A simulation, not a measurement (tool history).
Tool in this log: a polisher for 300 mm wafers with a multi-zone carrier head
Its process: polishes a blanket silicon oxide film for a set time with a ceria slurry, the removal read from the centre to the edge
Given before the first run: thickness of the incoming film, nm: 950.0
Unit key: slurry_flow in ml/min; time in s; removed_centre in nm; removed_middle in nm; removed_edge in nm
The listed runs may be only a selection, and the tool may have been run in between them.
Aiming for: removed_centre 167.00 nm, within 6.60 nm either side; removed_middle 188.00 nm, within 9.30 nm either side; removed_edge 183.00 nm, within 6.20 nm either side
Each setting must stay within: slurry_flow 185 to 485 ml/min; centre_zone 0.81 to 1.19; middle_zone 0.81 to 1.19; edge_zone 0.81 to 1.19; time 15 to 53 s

| run | hour | slurry_flow | centre_zone | middle_zone | edge_zone | time | removed_centre | removed_middle | removed_edge |
|---|---|---|---|---|---|---|---|---|---|
| 1 | 0.0 | 310 | 1.00 | 1.00 | 1.00 | 34 | 128.36 | 130.33 | 126.90 |
| 2 | 2.0 | 310 | 1.00 | 0.94 | 1.00 | 34 | 124.70 | 124.84 | 127.59 |
| 3 | 9.5 | 310 | 1.00 | 1.00 | 1.00 | 34 | 124.03 | 128.58 | 128.13 |
| 4 | 11.5 | 315 | 1.00 | 1.02 | 1.01 | 36 | 132.66 | 142.03 | 137.10 |
| 5 | 12.9 | 315 | 1.00 | 1.02 | 1.09 | 36 | 131.91 | 136.73 | 139.70 |
| 6 | 21.5 | 315 | 1.00 | 1.03 | 1.09 | 37 | 137.56 | 146.83 | 142.98 |
| 7 | 29.5 | 315 | 0.99 | 1.03 | 1.10 | 38 | 139.96 | 147.37 | 150.06 |
| 8 | 30.8 | 315 | 0.99 | 1.04 | 1.10 | 39 | 145.12 | 154.04 | 154.16 |
| 9 | 38.2 | 315 | 0.99 | 1.05 | 1.11 | 40 | 147.24 | 157.11 | 157.76 |
| 10 | 41.9 | 320 | 0.99 | 1.06 | 1.11 | 41 | 149.79 | 162.25 | 160.15 |
| 11 | 46.1 | 320 | 0.99 | 1.07 | 1.11 | 42 | 155.74 | 166.14 | 165.83 |

Which of these 4 next moves meets every target?
| A | 50.3 | 290 | 1.04 | 1.16 | 1.01 | 39 | ? | ? | ? |
| B | 50.3 | 255 | 1.01 | 0.82 | 1.19 | 45 | ? | ? | ? |
| C | 50.3 | 365 | 0.93 | 1.01 | 1.01 | 48 | ? | ? | ? |
| D | 50.3 | 285 | 0.92 | 1.15 | 1.14 | 42 | ? | ? | ? |

| move | removed_centre | removed_middle | removed_edge |
|---|---|---|---|
| A | 150.34 | 161.93 | 144.64 |
| B | 166.09 | 149.92 | 180.38 |
| C | 168.43 | 186.06 | 180.71 |
| D | 142.85 | 173.25 | 165.32 |
A: the biggest miss grows against the last run
B: corrects the largest miss of the last run, while another result sits out of spec
C: every result lands within tolerance
D: the biggest miss grows against the last run
C is the move that brings every result within its allowed miss.
